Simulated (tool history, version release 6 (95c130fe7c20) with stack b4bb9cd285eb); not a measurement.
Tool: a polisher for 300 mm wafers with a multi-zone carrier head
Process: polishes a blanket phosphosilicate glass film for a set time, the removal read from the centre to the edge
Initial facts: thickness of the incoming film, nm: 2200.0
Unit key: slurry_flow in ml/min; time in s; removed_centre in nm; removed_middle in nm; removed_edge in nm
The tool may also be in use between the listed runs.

| run | hour | slurry_flow | centre_zone | middle_zone | edge_zone | slurry_solids | time | removed_centre | removed_middle | removed_edge |
|---|---|---|---|---|---|---|---|---|---|---|
| 1 | 0 | 290 | 1 | 1 | 1 | 1 | 35 | 182.54 | 180.21 | 181.21 |
| 2 | 6.8 | 295 | 1.01 | 1.01 | 1.02 | 1.05 | 35 | 190.4 | 185.91 | 188.78 |
| 3 | 13.3 | 295 | 1.01 | 0.98 | 1.02 | 1.05 | 35 | 191.31 | 181.32 | 188.32 |
| 4 | 22 | 300 | 1.02 | 1 | 1.03 | 1.1 | 35 | 195.4 | 187.32 | 189.01 |
| 5 | 25 | 300 | 1.02 | 1.05 | 1.03 | 1.1 | 35 | 195.42 | 193.48 | 186.69 |
| 6 | 27.4 | 300 | 0.98 | 1.05 | 1.03 | 1.1 | 35 | 185.01 | 194.51 | 188.86 |
| 7 | 30.7 | 300 | 0.98 | 1.05 | 1.03 | 1.1 | 35 | 184.55 | 195.28 | 187.2 |
| 8 | 33 | 300 | 0.98 | 1.05 | 1.04 | 1.15 | 36 | 195.72 | 202.02 | 202.29 |
| 9 | 40.6 | 300 | 0.99 | 1.06 | 1.05 | 1.2 | 37 | 205.12 | 213.23 | 208.61 |
| 10 | 47.1 | 300 | 0.99 | 1.06 | 1.06 | 1.25 | 38 | 215.64 | 222.85 | 217.97 |

What does the tool deliver on the next run?
| 11 | 53 | 325 | 1.05 | 1.11 | 1.16 | 1.5 | 42 | ? | ? | ? |

Run 11 gave removed_centre 267.64 nm, removed_middle 271.16 nm, removed_edge 268.09 nm.

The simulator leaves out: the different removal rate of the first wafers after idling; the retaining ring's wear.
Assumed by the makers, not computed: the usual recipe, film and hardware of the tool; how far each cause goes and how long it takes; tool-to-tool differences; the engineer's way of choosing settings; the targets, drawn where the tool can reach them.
